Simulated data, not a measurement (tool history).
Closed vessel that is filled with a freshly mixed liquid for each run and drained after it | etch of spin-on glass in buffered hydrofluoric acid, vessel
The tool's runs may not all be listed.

run	hour	temperature setpoint of the liquid (°C)	parts of 40 % ammonium fluoride to one part of 49 % hydrofluoric acid (parts by volume)	time in the liquid (s)	thickness taken off the spin-on glass on a monitor wafer (nm)
1	0	22	22	95	284.34
2	2.7	23.5	21.5	95	316.95
3	11.4	25	21.5	95	341.81
4	13.8	25	21.5	105	381.07
5	20.3	26	21.5	105	400.32
6	24.6	26	16	105	536.44
7	31.7	25.5	16	105	519.25
8	34.6	25	16	105	507.83
9	38.6	24.5	16	105	492.91
10	41.2	24.5	16	105	497.85

The next listed run, before its measurement:
11	44.1	24.5	16	105	?

thickness taken off the spin-on glass on a monitor wafer (nm): 491.4

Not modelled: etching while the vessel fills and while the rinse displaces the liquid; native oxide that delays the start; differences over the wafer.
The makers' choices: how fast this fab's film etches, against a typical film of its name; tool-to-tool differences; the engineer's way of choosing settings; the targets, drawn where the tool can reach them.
